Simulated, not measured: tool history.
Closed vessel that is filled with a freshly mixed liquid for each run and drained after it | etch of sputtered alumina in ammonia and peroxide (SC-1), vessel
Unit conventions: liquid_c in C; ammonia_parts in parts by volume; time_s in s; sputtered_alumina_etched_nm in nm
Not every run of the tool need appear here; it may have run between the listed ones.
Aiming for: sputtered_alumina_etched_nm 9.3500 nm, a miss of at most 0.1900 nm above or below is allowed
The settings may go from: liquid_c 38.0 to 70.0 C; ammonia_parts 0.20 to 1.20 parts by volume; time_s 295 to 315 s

run  hour  liquid_c  ammonia_parts  time_s  sputtered_alumina_etched_nm
  1   0.0      54.0           0.80     295                      18.1640
  2   7.3      51.5           0.80     295                      15.7800
  3  10.6      51.5           0.70     295                      15.6980
  4  15.9      49.5           0.70     295                      13.9430
  5  20.6      48.0           0.70     295                      12.8840
  6  25.3      48.0           0.85     295                      13.0840
  7  28.2      47.0           0.85     295                      12.3480
  8  30.4      46.0           0.85     295                      11.7750
  9  31.4      46.0           0.85     295                      11.7070
 10  34.5      45.0           0.85     295                      11.1000
 11  35.8      44.5           0.85     295                      10.7520
 12  40.9      44.0           0.85     295                      10.3920
 13  43.2      41.5           0.85     295                       9.0698

Exercise: of the 5 proposed moves below, exactly one satisfies all targets within the stated allowed misses. Which move is it?
  A  45.5      41.0           0.75     315                            ?
  B  45.5      41.0           1.20     315                            ?
  C  45.5      41.0           1.05     295                            ?
  D  45.5      42.5           0.45     315                            ?
  E  45.5      42.0           0.85     305                            ?

move  sputtered_alumina_etched_nm
   A                       9.2438
   B                       9.6702
   C                       8.9408
   D                       9.6072
   E                       9.6029
A: all results in spec
B: takes the result that was furthest off past its target
C: moves away from the targets compared with the last run
D: takes the result that was furthest off past its target
E: takes the result that was furthest off past its target
Correct choice: A, which meets every target
